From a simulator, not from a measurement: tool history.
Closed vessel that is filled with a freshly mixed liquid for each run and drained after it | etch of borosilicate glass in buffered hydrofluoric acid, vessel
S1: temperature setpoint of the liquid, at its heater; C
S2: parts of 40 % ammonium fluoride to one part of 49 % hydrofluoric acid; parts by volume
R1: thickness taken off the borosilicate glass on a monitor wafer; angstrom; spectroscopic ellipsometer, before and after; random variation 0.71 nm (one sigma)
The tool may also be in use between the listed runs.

Run 1, hour 0.0: S1 23.0 C, S2 7.5 parts by volume, time in the liquid (s) 90. Result: R1 1227.3 angstrom.
Run 2, hour 3.0: S1 23.0 C, S2 6.0 parts by volume, time in the liquid (s) 90. Result: R1 1539.4 angstrom.
Run 3, hour 8.4: S1 22.5 C, S2 6.0 parts by volume, time in the liquid (s) 90. Result: R1 1505.8 angstrom.
Run 4, hour 14.6: S1 22.5 C, S2 6.0 parts by volume, time in the liquid (s) 90. Result: R1 1510.6 angstrom.
Run 5, hour 18.0: S1 22.0 C, S2 6.0 parts by volume, time in the liquid (s) 90. Result: R1 1449.6 angstrom.
Run 6, hour 24.9: S1 20.5 C, S2 6.0 parts by volume, time in the liquid (s) 90. Result: R1 1349.8 angstrom.

The next listed run, before its measurement:
Run 7, hour 31.9: S1 20.0 C, S2 6.0 parts by volume, time in the liquid (s) 90. Result: R1 ?.

Run 7 gave R1 1301.4 angstrom.
